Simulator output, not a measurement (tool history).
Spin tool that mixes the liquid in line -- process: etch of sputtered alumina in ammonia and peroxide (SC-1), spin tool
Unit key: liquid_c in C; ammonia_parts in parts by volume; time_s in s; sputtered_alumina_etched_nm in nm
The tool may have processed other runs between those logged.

Run 1, hour 0: liquid_c 61 C, ammonia_parts 1 parts by volume, time_s 70 s. Result: sputtered_alumina_etched_nm 7.5638 nm.
Run 2, hour 6.7: liquid_c 61 C, ammonia_parts 1.2 parts by volume, time_s 70 s. Result: sputtered_alumina_etched_nm 7.6473 nm.
Run 3, hour 9.3: liquid_c 61 C, ammonia_parts 1.2 parts by volume, time_s 75 s. Result: sputtered_alumina_etched_nm 8.3786 nm.
Run 4, hour 17.4: liquid_c 63 C, ammonia_parts 1.2 parts by volume, time_s 75 s. Result: sputtered_alumina_etched_nm 9.2197 nm.
Run 5, hour 21.6: liquid_c 63 C, ammonia_parts 1.05 parts by volume, time_s 75 s. Result: sputtered_alumina_etched_nm 9.1105 nm.
Run 6, hour 25.1: liquid_c 63 C, ammonia_parts 1.2 parts by volume, time_s 75 s. Result: sputtered_alumina_etched_nm 9.1563 nm.

The next listed run, before its measurement:
Run 7, hour 27: liquid_c 64.5 C, ammonia_parts 1.2 parts by volume, time_s 75 s. Result: sputtered_alumina_etched_nm ?.

Run 7 gave sputtered_alumina_etched_nm 9.9319 nm.
